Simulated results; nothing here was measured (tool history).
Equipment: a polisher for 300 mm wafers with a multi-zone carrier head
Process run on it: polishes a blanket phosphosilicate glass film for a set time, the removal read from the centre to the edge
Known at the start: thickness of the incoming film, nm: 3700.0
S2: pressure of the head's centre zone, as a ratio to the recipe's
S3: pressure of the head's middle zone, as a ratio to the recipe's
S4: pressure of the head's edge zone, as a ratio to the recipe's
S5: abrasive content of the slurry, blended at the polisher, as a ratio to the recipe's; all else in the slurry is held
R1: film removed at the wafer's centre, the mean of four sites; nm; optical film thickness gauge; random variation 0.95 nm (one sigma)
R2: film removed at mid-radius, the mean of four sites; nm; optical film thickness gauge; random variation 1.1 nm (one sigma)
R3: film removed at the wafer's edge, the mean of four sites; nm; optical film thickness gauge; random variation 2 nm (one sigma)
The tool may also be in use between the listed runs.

{"run": 1, "day": 0.0, "flow of slurry (ml/min)": 150, "S2": 1, "S3": 1, "S4": 1, "S5": 1, "polishing time (s)": 52, "R1": 277.9, "R2": 274.98, "R3": 268.57}
{"run": 2, "day": 0.138, "flow of slurry (ml/min)": 140, "S2": 0.97, "S3": 0.96, "S4": 0.98, "S5": 0.9, "polishing time (s)": 49, "R1": 239.76, "R2": 237.7, "R3": 240.08}
{"run": 3, "day": 0.279, "flow of slurry (ml/min)": 140, "S2": 0.97, "S3": 0.96, "S4": 0.92, "S5": 0.9, "polishing time (s)": 49, "R1": 240.39, "R2": 240.9, "R3": 236.25}
{"run": 4, "day": 0.533, "flow of slurry (ml/min)": 135, "S2": 0.96, "S3": 0.93, "S4": 0.91, "S5": 0.8, "polishing time (s)": 46, "R1": 212.23, "R2": 208.04, "R3": 211.71}
{"run": 5, "day": 0.638, "flow of slurry (ml/min)": 135, "S2": 0.96, "S3": 0.93, "S4": 0.96, "S5": 0.8, "polishing time (s)": 46, "R1": 214.05, "R2": 208.04, "R3": 217.09}
{"run": 6, "day": 0.996, "flow of slurry (ml/min)": 135, "S2": 1.03, "S3": 0.93, "S4": 0.96, "S5": 0.8, "polishing time (s)": 46, "R1": 228.54, "R2": 206.76, "R3": 216.06}
{"run": 7, "day": 1.212, "flow of slurry (ml/min)": 130, "S2": 1, "S3": 0.91, "S4": 0.94, "S5": 0.75, "polishing time (s)": 44, "R1": 206.04, "R2": 188.9, "R3": 196.66}
{"run": 8, "day": 1.354, "flow of slurry (ml/min)": 125, "S2": 0.97, "S3": 0.89, "S4": 0.93, "S5": 0.7, "polishing time (s)": 43, "R1": 188.52, "R2": 178.89, "R3": 188.6}

Run 9 is up next; what results do you expect?
{"run": 9, "day": 1.383, "flow of slurry (ml/min)": 110, "S2": 0.91, "S3": 0.81, "S4": 0.88, "S5": 0.5, "polishing time (s)": 38, "R1": "?", "R2": "?", "R3": "?"}

Run 9 produced R1 135.41 nm, R2 128.77 nm, R3 141.76 nm.
